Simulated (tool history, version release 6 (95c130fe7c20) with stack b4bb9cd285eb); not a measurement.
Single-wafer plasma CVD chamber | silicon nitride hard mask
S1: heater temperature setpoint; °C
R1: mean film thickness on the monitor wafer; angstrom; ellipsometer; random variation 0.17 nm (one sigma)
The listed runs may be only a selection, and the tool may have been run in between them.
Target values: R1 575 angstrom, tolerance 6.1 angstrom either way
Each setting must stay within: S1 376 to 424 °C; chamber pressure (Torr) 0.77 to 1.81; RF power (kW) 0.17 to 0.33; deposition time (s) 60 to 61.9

{"run": 1, "hour": 0.0, "S1": 400, "chamber pressure (Torr)": 1.29, "RF power (kW)": 0.25, "deposition time (s)": 60, "R1": 585.41}
{"run": 2, "hour": 7.6, "S1": 400, "chamber pressure (Torr)": 1.29, "RF power (kW)": 0.25, "deposition time (s)": 60, "R1": 584.33}
{"run": 3, "hour": 9.4, "S1": 400, "chamber pressure (Torr)": 1.28, "RF power (kW)": 0.25, "deposition time (s)": 60, "R1": 583.83}
{"run": 4, "hour": 13.6, "S1": 400, "chamber pressure (Torr)": 1.28, "RF power (kW)": 0.28, "deposition time (s)": 60, "R1": 629.12}
{"run": 5, "hour": 20.0, "S1": 400, "chamber pressure (Torr)": 1.23, "RF power (kW)": 0.28, "deposition time (s)": 60, "R1": 625.77}
{"run": 6, "hour": 27.2, "S1": 400, "chamber pressure (Torr)": 1.23, "RF power (kW)": 0.265, "deposition time (s)": 60, "R1": 599.37}
{"run": 7, "hour": 33.0, "S1": 400, "chamber pressure (Torr)": 1.21, "RF power (kW)": 0.265, "deposition time (s)": 60, "R1": 594.84}
{"run": 8, "hour": 34.1, "S1": 400, "chamber pressure (Torr)": 1.19, "RF power (kW)": 0.265, "deposition time (s)": 60, "R1": 597.22}
{"run": 9, "hour": 38.1, "S1": 400, "chamber pressure (Torr)": 1.16, "RF power (kW)": 0.265, "deposition time (s)": 60, "R1": 590.73}
{"run": 10, "hour": 44.8, "S1": 400, "chamber pressure (Torr)": 1.15, "RF power (kW)": 0.265, "deposition time (s)": 60, "R1": 589.01}
{"run": 11, "hour": 49.1, "S1": 400, "chamber pressure (Torr)": 1.14, "RF power (kW)": 0.265, "deposition time (s)": 60, "R1": 588.25}
{"run": 12, "hour": 51.2, "S1": 400, "chamber pressure (Torr)": 1.13, "RF power (kW)": 0.265, "deposition time (s)": 60, "R1": 585.42}
{"hour": 59.6, "done": "RF generator calibrated"}
{"run": 13, "hour": 59.6, "S1": 400, "chamber pressure (Torr)": 1.05, "RF power (kW)": 0.265, "deposition time (s)": 60, "R1": 601.28}
{"run": 14, "hour": 61.3, "S1": 400, "chamber pressure (Torr)": 1.05, "RF power (kW)": 0.26, "deposition time (s)": 60, "R1": 595.99}

5 next moves are on the table. One of them brings every result within its allowed miss. Which?
{"run": "A", "hour": 63.0, "S1": 409, "chamber pressure (Torr)": 1.02, "RF power (kW)": 0.25, "deposition time (s)": 60.3, "R1": "?"}
{"run": "B", "hour": 63.0, "S1": 403, "chamber pressure (Torr)": 1.03, "RF power (kW)": 0.26, "deposition time (s)": 60.6, "R1": "?"}
{"run": "C", "hour": 63.0, "S1": 410, "chamber pressure (Torr)": 1.2, "RF power (kW)": 0.255, "deposition time (s)": 60, "R1": "?"}
{"run": "D", "hour": 63.0, "S1": 399, "chamber pressure (Torr)": 1.08, "RF power (kW)": 0.26, "deposition time (s)": 60.4, "R1": "?"}
{"run": "E", "hour": 63.0, "S1": 403, "chamber pressure (Torr)": 1.16, "RF power (kW)": 0.25, "deposition time (s)": 61.6, "R1": "?"}

move=A R1=572.85
move=B R1=595.46
move=C R1=605.93
move=D R1=603.13
move=E R1=609.68
A: every result within its allowed miss
B: no nearer and no further than the last run
C: misses by more than the last run did
D: misses by more than the last run did
E: misses by more than the last run did
So the answer is move A, the one that meets all the targets.
